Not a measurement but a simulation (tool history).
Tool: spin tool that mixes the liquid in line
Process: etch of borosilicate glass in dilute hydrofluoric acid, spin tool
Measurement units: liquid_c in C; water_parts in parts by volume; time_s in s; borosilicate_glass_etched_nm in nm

| run | hour | liquid_c | water_parts | time_s | borosilicate_glass_etched_nm |
|---|---|---|---|---|---|
| 1 | 0 | 25 | 205 | 315 | 41.753 |
| 2 | 4 | 25 | 205 | 335 | 44.64 |
| 3 | 6.9 | 25 | 205 | 335 | 44.91 |
| 4 | 15.2 | 23.5 | 205 | 335 | 42.399 |
| 5 | 18.6 | 22.5 | 205 | 335 | 40.403 |
| 6 | 22.7 | 22.5 | 160 | 335 | 54.589 |
| 7 | 27.8 | 21 | 165 | 335 | 49.618 |
| 8 | 32.5 | 21 | 165 | 335 | 49.711 |

What will run 9 give?
| 9 | 38.4 | 17 | 200 | 335 | ? |

{"run 9": {"borosilicate_glass_etched_nm": 33.853}}
